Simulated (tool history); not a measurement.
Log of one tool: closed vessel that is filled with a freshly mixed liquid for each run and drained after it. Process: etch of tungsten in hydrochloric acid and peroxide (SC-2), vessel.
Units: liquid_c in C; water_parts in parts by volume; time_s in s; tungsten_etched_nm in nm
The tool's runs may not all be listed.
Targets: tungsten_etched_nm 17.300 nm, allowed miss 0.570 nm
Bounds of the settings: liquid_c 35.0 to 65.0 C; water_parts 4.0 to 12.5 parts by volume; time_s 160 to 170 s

Run 1, hour 0.0: liquid_c 49.0 C, water_parts 7.0 parts by volume, time_s 160 s. Result: tungsten_etched_nm 26.953 nm.
Run 2, hour 3.6: liquid_c 48.0 C, water_parts 7.0 parts by volume, time_s 160 s. Result: tungsten_etched_nm 25.313 nm.
Run 3, hour 12.9: liquid_c 47.0 C, water_parts 7.0 parts by volume, time_s 160 s. Result: tungsten_etched_nm 23.703 nm.
Run 4, hour 19.5: liquid_c 47.0 C, water_parts 7.0 parts by volume, time_s 170 s. Result: tungsten_etched_nm 25.437 nm.
Run 5, hour 21.1: liquid_c 47.0 C, water_parts 7.0 parts by volume, time_s 170 s. Result: tungsten_etched_nm 25.100 nm.
Run 6, hour 25.0: liquid_c 50.5 C, water_parts 7.0 parts by volume, time_s 170 s. Result: tungsten_etched_nm 32.221 nm.
Run 7, hour 31.4: liquid_c 49.0 C, water_parts 7.0 parts by volume, time_s 170 s. Result: tungsten_etched_nm 29.095 nm.
Run 8, hour 36.4: liquid_c 48.0 C, water_parts 7.0 parts by volume, time_s 170 s. Result: tungsten_etched_nm 27.101 nm.
Run 9, hour 39.9: liquid_c 47.0 C, water_parts 7.0 parts by volume, time_s 170 s. Result: tungsten_etched_nm 25.587 nm.
Run 10, hour 47.8: liquid_c 46.0 C, water_parts 7.0 parts by volume, time_s 170 s. Result: tungsten_etched_nm 23.698 nm.
Run 11, hour 52.9: liquid_c 40.5 C, water_parts 7.0 parts by volume, time_s 170 s. Result: tungsten_etched_nm 16.059 nm.
Run 12, hour 59.4: liquid_c 41.0 C, water_parts 7.0 parts by volume, time_s 170 s. Result: tungsten_etched_nm 16.708 nm.

Which of these 4 next moves meets every target?
Run A, hour 65.9: liquid_c 43.0 C, water_parts 8.0 parts by volume, time_s 170 s. Result: tungsten_etched_nm ?.
Run B, hour 65.9: liquid_c 40.0 C, water_parts 5.5 parts by volume, time_s 170 s. Result: tungsten_etched_nm ?.
Run C, hour 65.9: liquid_c 47.5 C, water_parts 9.5 parts by volume, time_s 160 s. Result: tungsten_etched_nm ?.
Run D, hour 65.9: liquid_c 46.0 C, water_parts 11.0 parts by volume, time_s 165 s. Result: tungsten_etched_nm ?.

move  tungsten_etched_nm
   A              17.365
   B              18.749
   C              19.359
   D              15.947
A: meets every target
B: takes the result that was furthest off past its target
C: takes the result that was furthest off past its target
D: further off than the last run
The right move is A.
